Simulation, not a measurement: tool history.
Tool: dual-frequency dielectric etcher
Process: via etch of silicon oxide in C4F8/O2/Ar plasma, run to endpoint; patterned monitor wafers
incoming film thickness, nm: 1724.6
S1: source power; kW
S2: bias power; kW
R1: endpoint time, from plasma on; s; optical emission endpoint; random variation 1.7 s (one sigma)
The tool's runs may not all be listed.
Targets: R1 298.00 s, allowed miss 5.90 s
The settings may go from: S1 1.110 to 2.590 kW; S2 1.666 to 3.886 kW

Run 1, hour 0.0: S1 1.850 kW, S2 2.776 kW. Result: R1 338.96 s.
Run 2, hour 2.1: S1 1.530 kW, S2 2.776 kW. Result: R1 373.38 s.
Run 3, hour 11.1: S1 1.530 kW, S2 3.231 kW. Result: R1 357.91 s.
Run 4, hour 12.9: S1 1.720 kW, S2 3.231 kW. Result: R1 333.92 s.
Run 5, hour 17.0: S1 1.770 kW, S2 3.241 kW. Result: R1 329.00 s.
Run 6, hour 21.0: S1 1.810 kW, S2 3.250 kW. Result: R1 326.99 s.
Run 7, hour 22.3: S1 1.850 kW, S2 3.261 kW. Result: R1 323.37 s.
Run 8, hour 24.2: S1 1.890 kW, S2 3.271 kW. Result: R1 320.31 s.
Run 9, hour 30.4: S1 1.930 kW, S2 3.281 kW. Result: R1 313.64 s.

Which of these 4 next moves meets every target?
Run A, hour 36.6: S1 2.380 kW, S2 3.606 kW. Result: R1 ?.
Run B, hour 36.6: S1 1.880 kW, S2 3.569 kW. Result: R1 ?.
Run C, hour 36.6: S1 1.970 kW, S2 3.886 kW. Result: R1 ?.
Run D, hour 36.6: S1 2.520 kW, S2 3.078 kW. Result: R1 ?.

move      R1
   A  279.10
   B  311.65
   C  297.59
   D  284.16
A: takes the result that was furthest off past its target
B: nearer than the last run, and not there yet
C: meets every target
D: takes the result that was furthest off past its target
The right move is C.
